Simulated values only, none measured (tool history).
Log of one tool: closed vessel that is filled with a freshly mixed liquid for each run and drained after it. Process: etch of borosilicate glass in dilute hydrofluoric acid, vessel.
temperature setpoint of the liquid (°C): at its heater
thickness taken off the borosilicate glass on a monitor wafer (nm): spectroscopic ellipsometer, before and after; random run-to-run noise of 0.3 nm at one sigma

run	day	temperature setpoint of the liquid (°C)	parts of water to one part of 49 % hydrofluoric acid (parts by volume)	time in the liquid (s)	thickness taken off the borosilicate glass on a monitor wafer (nm)
1	0	20	50	95	88.85
2	0.362	19.5	50	95	86.722
3	0.638	19	50	95	85.262
4	0.975	20.5	50	95	90.11
5	1.288	19.5	50	95	87.217
6	1.558	19.5	60	95	71.904
7	1.65	20	60	95	72.918

What will run 8 give?
8	1.892	22	60	95	?

{"run 8": {"thickness taken off the borosilicate glass on a monitor wafer (nm)": 79.594}}

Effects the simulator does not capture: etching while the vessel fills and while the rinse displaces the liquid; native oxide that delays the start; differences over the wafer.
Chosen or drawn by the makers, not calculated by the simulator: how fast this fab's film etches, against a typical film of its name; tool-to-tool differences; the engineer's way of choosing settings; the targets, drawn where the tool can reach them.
